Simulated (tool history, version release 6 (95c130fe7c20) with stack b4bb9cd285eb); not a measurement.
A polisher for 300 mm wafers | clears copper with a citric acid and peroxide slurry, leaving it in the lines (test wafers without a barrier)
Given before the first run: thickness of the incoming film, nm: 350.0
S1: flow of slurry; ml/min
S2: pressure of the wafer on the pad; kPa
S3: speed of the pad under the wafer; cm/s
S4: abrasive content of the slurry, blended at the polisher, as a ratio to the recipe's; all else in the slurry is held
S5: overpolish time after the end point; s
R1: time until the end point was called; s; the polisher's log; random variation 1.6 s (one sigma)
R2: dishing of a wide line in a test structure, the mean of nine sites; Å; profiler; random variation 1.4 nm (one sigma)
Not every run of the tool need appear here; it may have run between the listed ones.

run 1 hour=0 | S1=225 S2=24.8 S3=98 S4=1 S5=22 | R1=144.59 R2=392.56
run 2 hour=7.3 | S1=225 S2=27.6 S3=98 S4=1 S5=23 | R1=134.18 R2=434.63
run 3 hour=12.1 | S1=225 S2=30.3 S3=100 S4=1 S5=24 | R1=128.46 R2=513.63
run 4 hour=15.3 | S1=225 S2=30.3 S3=100 S4=0.9 S5=24 | R1=121.07 R2=492.24
run 5 hour=16.3 | S1=225 S2=30.3 S3=100 S4=0.9 S5=17 | R1=124.03 R2=370.43
run 6 hour=24.4 | S1=225 S2=30.3 S3=100 S4=0.9 S5=8 | R1=123.69 R2=190.71
run 7 hour=32.6 | S1=225 S2=30.3 S3=108 S4=0.9 S5=12 | R1=114.61 R2=290.73
run 8 hour=38.5 | S1=225 S2=30.3 S3=114 S4=0.9 S5=14 | R1=110.43 R2=349.85

Estimate the outcome of run 9 from the log above:
run 9 hour=40.3 | S1=225 S2=31 S3=118 S4=0.9 S5=15 | R1=? R2=?

{"run 9": {"R1": 109.62, "R2": 376.27}}
